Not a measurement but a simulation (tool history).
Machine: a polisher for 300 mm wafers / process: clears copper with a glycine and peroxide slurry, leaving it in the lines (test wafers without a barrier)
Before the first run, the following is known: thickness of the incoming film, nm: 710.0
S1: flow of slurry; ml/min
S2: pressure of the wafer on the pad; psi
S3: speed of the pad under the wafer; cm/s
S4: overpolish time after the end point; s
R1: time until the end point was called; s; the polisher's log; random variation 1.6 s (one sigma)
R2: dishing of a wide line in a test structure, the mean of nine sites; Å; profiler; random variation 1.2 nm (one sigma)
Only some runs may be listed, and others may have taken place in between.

| run | day | S1 | S2 | S3 | S4 | R1 | R2 |
|---|---|---|---|---|---|---|---|
| 1 | 0.000 | 160 | 2.3 | 120 | 17 | 143.83 | 561.07 |
| 2 | 0.083 | 145 | 2.3 | 120 | 17 | 153.26 | 554.29 |
| 3 | 0.367 | 125 | 2.3 | 120 | 17 | 150.71 | 537.63 |
| 4 | 0.633 | 130 | 2.6 | 120 | 18 | 137.58 | 618.29 |
| 5 | 0.779 | 165 | 2.6 | 120 | 18 | 130.86 | 644.48 |
| 6 | 0.825 | 165 | 2.9 | 120 | 18 | 121.73 | 695.47 |
| 7 | 0.938 | 165 | 3.1 | 122 | 18 | 111.37 | 748.82 |

Expected results for the next run?
| 8 | 1.004 | 165 | 3.2 | 122 | 19 | ? | ? |

Run 8 yielded R1 110.88 s, R2 773.46 Å.
